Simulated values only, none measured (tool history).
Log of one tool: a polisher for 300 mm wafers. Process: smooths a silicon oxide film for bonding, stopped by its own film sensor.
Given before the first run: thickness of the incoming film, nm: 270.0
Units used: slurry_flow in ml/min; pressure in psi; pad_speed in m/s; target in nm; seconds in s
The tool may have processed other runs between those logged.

run	hour	slurry_flow	pressure	pad_speed	slurry_solids	target	seconds
1	0	320	2.7	0.96	1	177	101.36
2	5.6	265	2.7	0.96	1	177	102.11
3	8.5	190	2.7	0.96	1	177	102.08
4	15.5	190	3	0.98	1	177	95.885
5	23.9	190	3	0.78	1	177	110.76
6	32.3	190	3	0.78	1.15	177	100.05
7	38.6	190	3.2	0.84	1.15	177	92.752

What does the tool deliver on the next run?
8	44.5	190	3.4	0.9	1.15	177	?

{"run 8": {"seconds": 83.104}}

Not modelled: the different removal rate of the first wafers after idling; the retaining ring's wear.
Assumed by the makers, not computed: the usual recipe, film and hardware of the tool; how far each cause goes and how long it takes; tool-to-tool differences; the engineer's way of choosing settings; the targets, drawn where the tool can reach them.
